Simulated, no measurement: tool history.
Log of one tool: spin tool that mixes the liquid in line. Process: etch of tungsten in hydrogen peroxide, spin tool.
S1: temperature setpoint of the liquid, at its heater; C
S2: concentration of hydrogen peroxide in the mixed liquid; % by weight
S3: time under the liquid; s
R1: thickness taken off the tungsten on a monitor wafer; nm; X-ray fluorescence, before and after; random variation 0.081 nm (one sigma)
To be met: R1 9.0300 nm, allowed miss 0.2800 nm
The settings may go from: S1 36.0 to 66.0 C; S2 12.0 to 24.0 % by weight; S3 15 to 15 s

Run 1, hour 0.0: S1 52.0 C, S2 16.0 % by weight, S3 15 s. Result: R1 21.4570 nm.
Run 2, hour 8.9: S1 56.5 C, S2 16.0 % by weight, S3 15 s. Result: R1 27.8960 nm.
Run 3, hour 12.9: S1 56.5 C, S2 16.0 % by weight, S3 15 s. Result: R1 27.8920 nm.
Run 4, hour 21.5: S1 56.5 C, S2 18.5 % by weight, S3 15 s. Result: R1 30.3340 nm.
Run 5, hour 26.9: S1 51.5 C, S2 18.5 % by weight, S3 15 s. Result: R1 22.3160 nm.
Run 6, hour 29.5: S1 48.0 C, S2 18.5 % by weight, S3 15 s. Result: R1 18.1290 nm.
Run 7, hour 38.0: S1 48.0 C, S2 18.5 % by weight, S3 15 s. Result: R1 17.9580 nm.
Run 8, hour 40.5: S1 48.0 C, S2 18.5 % by weight, S3 15 s. Result: R1 18.3350 nm.
Run 9, hour 44.1: S1 45.0 C, S2 18.5 % by weight, S3 15 s. Result: R1 15.0380 nm.
Run 10, hour 45.9: S1 43.0 C, S2 18.5 % by weight, S3 15 s. Result: R1 13.3270 nm.
Run 11, hour 47.3: S1 41.5 C, S2 18.5 % by weight, S3 15 s. Result: R1 12.0760 nm.
Run 12, hour 48.9: S1 40.5 C, S2 18.5 % by weight, S3 15 s. Result: R1 11.3880 nm.
Run 13, hour 56.0: S1 39.5 C, S2 18.5 % by weight, S3 15 s. Result: R1 10.5730 nm.
Run 14, hour 64.2: S1 39.0 C, S2 18.5 % by weight, S3 15 s. Result: R1 10.2790 nm.
Run 15, hour 67.7: S1 38.5 C, S2 18.5 % by weight, S3 15 s. Result: R1 9.8870 nm.

Which of these 5 next moves meets every target?
Run A, hour 71.2: S1 38.5 C, S2 18.0 % by weight, S3 15 s. Result: R1 ?.
Run B, hour 71.2: S1 37.0 C, S2 19.0 % by weight, S3 15 s. Result: R1 ?.
Run C, hour 71.2: S1 38.0 C, S2 18.0 % by weight, S3 15 s. Result: R1 ?.
Run D, hour 71.2: S1 37.0 C, S2 15.5 % by weight, S3 15 s. Result: R1 ?.
Run E, hour 71.2: S1 37.0 C, S2 22.5 % by weight, S3 15 s. Result: R1 ?.

move      R1
   A  9.7558
   B  9.0780
   C  9.4400
   D  8.1993
   E  9.8788
A: nearer than the last run, and not there yet
B: meets every target
C: nearer than the last run, and not there yet
D: takes the result that was furthest off past its target
E: as far off as the last run
The right move is B.
